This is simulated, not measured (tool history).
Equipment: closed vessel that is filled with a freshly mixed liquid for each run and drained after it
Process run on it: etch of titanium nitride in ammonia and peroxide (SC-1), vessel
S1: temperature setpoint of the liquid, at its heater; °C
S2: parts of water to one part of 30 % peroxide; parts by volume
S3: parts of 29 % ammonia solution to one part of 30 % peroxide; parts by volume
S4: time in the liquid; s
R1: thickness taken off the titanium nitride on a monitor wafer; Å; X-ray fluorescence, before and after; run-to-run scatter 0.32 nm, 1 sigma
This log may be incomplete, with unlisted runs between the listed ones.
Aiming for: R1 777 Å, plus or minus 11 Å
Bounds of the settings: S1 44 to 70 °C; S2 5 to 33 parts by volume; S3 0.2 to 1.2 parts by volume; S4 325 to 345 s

run	hour	S1	S2	S3	S4	R1
1	0	60	18.5	0.75	325	465.34
2	5	61.5	18.5	0.75	325	511.02
3	14.2	63	18.5	0.75	325	560.99
4	22	64	18.5	0.75	325	601.81
5	22.9	65	18.5	0.75	325	639.64
6	29.5	61	18.5	0.75	325	494.5
7	34.5	62.5	18.5	0.75	325	542.61
8	41.1	69	18.5	0.75	325	826.99
9	47.9	68.5	18.5	0.75	325	794.67

5 candidate next runs follow, results not yet known. Just one meets every target within its allowed miss. Identify it.
A	54.7	70	23.5	0.75	345	?
B	54.7	67	17.5	0.85	330	?
C	54.7	70	22	0.7	335	?
D	54.7	68	18.5	0.75	335	?
E	54.7	69.5	26	1.2	340	?

move	R1
A	811.07
B	774.03
C	806.86
D	793.96
E	796.73
A: lands further from the targets than the last run did
B: all results in spec
C: lands further from the targets than the last run did
D: no better and no worse than the last run
E: lands further from the targets than the last run did
B meets every target.
